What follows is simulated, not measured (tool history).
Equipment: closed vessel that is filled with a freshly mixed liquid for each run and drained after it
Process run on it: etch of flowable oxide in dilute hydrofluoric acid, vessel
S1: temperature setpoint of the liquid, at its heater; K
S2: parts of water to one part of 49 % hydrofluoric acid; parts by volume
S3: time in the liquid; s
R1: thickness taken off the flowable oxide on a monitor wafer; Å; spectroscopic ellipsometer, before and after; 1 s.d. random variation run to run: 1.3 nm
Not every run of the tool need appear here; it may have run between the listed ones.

Run 1, hour 0.0: S1 297.15 K, S2 50 parts by volume, S3 100 s. Result: R1 1086.20 Å.
Run 2, hour 5.0: S1 297.15 K, S2 50 parts by volume, S3 100 s. Result: R1 1103.20 Å.
Run 3, hour 8.0: S1 297.15 K, S2 50 parts by volume, S3 110 s. Result: R1 1208.10 Å.
Run 4, hour 11.1: S1 297.15 K, S2 50 parts by volume, S3 100 s. Result: R1 1102.40 Å.
Run 5, hour 13.5: S1 293.65 K, S2 50 parts by volume, S3 100 s. Result: R1 930.96 Å.
Run 6, hour 19.3: S1 297.15 K, S2 50 parts by volume, S3 100 s. Result: R1 1085.20 Å.
Run 7, hour 28.2: S1 301.15 K, S2 45 parts by volume, S3 100 s. Result: R1 1447.10 Å.

The next listed run, before its measurement:
Run 8, hour 30.7: S1 302.15 K, S2 45 parts by volume, S3 100 s. Result: R1 ?.

Run 8 gave R1 1497.30 Å.
